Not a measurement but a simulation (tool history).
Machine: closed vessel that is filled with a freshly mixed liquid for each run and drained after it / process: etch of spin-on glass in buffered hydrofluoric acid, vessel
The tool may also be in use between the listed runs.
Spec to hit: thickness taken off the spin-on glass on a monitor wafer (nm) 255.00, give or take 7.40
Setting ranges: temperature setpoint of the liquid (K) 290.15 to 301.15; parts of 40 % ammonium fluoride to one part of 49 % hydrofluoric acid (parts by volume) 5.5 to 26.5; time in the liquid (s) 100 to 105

run	hour	temperature setpoint of the liquid (K)	parts of 40 % ammonium fluoride to one part of 49 % hydrofluoric acid (parts by volume)	time in the liquid (s)	thickness taken off the spin-on glass on a monitor wafer (nm)
1	0.0	293.15	16.0	100	165.03
2	1.0	295.15	16.0	100	184.96
3	1.9	295.15	20.5	100	148.16
4	9.9	295.15	20.5	105	156.27
5	15.9	295.15	19.0	105	165.18
6	24.8	292.15	19.0	105	139.57
7	26.3	294.65	19.0	105	159.39
8	29.1	296.65	18.5	105	182.21
9	35.1	298.15	17.5	105	207.44
10	38.6	299.15	17.0	105	227.24
11	41.7	299.65	17.0	105	235.76
12	45.1	300.15	17.0	105	238.44
13	47.7	300.15	17.0	105	234.95
14	49.2	300.65	17.0	105	246.53

Which one of the following 4 next-run settings gets every result inside its allowed miss? There is exactly one.
A	50.7	300.15	16.0	100	?
B	50.7	301.15	18.0	105	?
C	50.7	301.15	17.0	100	?
D	50.7	301.15	16.0	100	?

move	thickness taken off the spin-on glass on a monitor wafer (nm)
A	237.42
B	234.22
C	235.97
D	250.46
A: further off than the last run
B: further off than the last run
C: further off than the last run
D: every result lands within tolerance
The right move is D.
